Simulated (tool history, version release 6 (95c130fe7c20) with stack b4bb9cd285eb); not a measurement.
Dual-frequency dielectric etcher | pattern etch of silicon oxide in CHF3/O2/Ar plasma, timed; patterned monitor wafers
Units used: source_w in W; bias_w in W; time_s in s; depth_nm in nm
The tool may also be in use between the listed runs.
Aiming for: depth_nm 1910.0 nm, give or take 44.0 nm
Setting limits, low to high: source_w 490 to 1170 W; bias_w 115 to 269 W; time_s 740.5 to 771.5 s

run 1 hour=0.0 | source_w=830 bias_w=192 time_s=740.5 | depth_nm=1628.8
run 2 hour=7.4 | source_w=830 bias_w=192 time_s=771.5 | depth_nm=1693.4
run 3 hour=15.5 | source_w=890 bias_w=196 time_s=771.5 | depth_nm=1737.9
run 4 hour=19.7 | source_w=890 bias_w=196 time_s=771.5 | depth_nm=1757.8
run 5 hour=21.1 | source_w=960 bias_w=196 time_s=771.5 | depth_nm=1794.8
run 6 hour=23.8 | source_w=960 bias_w=196 time_s=740.5 | depth_nm=1726.4
run 7 hour=24.9 | source_w=1010 bias_w=200 time_s=741.5 | depth_nm=1756.3
run 8 hour=30.7 | source_w=1040 bias_w=205 time_s=743.5 | depth_nm=1804.3
run 9 hour=39.0 | source_w=1070 bias_w=208 time_s=744.0 | depth_nm=1824.4

Pick the move, out of 5, that brings all results within their allowed miss; only one does.
run A hour=47.3 | source_w=1010 bias_w=223 time_s=740.5 | depth_nm=?
run B hour=47.3 | source_w=1020 bias_w=188 time_s=742.0 | depth_nm=?
run C hour=47.3 | source_w=1060 bias_w=225 time_s=763.5 | depth_nm=?
run D hour=47.3 | source_w=1040 bias_w=201 time_s=740.5 | depth_nm=?
run E hour=47.3 | source_w=900 bias_w=205 time_s=748.0 | depth_nm=?

move=A depth_nm=1816.2
move=B depth_nm=1744.4
move=C depth_nm=1911.3
move=D depth_nm=1784.9
move=E depth_nm=1717.3
A: its largest miss is bigger than the last run's
B: its largest miss is bigger than the last run's
C: all results land within tolerance of their targets
D: its largest miss is bigger than the last run's
E: its largest miss is bigger than the last run's
Go with C: it meets all targets.
